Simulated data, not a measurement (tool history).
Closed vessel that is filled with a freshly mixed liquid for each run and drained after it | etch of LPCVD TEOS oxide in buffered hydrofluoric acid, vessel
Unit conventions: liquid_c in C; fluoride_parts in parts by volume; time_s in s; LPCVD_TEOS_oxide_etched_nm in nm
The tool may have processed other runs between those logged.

Run 1, hour 0: liquid_c 22 C, fluoride_parts 21 parts by volume, time_s 90 s. Result: LPCVD_TEOS_oxide_etched_nm 61.047 nm.
Run 2, hour 8.2: liquid_c 22 C, fluoride_parts 21 parts by volume, time_s 90 s. Result: LPCVD_TEOS_oxide_etched_nm 62.111 nm.
Run 3, hour 9.3: liquid_c 19.5 C, fluoride_parts 21 parts by volume, time_s 90 s. Result: LPCVD_TEOS_oxide_etched_nm 53.294 nm.
Run 4, hour 13.8: liquid_c 19.5 C, fluoride_parts 27 parts by volume, time_s 90 s. Result: LPCVD_TEOS_oxide_etched_nm 45.309 nm.
Run 5, hour 16.4: liquid_c 20 C, fluoride_parts 27 parts by volume, time_s 90 s. Result: LPCVD_TEOS_oxide_etched_nm 46.395 nm.
Run 6, hour 18: liquid_c 20.5 C, fluoride_parts 27 parts by volume, time_s 90 s. Result: LPCVD_TEOS_oxide_etched_nm 47.696 nm.
Run 7, hour 27: liquid_c 21 C, fluoride_parts 27 parts by volume, time_s 90 s. Result: LPCVD_TEOS_oxide_etched_nm 49.05 nm.

Run 8 has not been measured yet. What should we expect?
Run 8, hour 30.9: liquid_c 21.5 C, fluoride_parts 27 parts by volume, time_s 90 s. Result: LPCVD_TEOS_oxide_etched_nm ?.

{"run 8": {"LPCVD_TEOS_oxide_etched_nm": 50.132}}
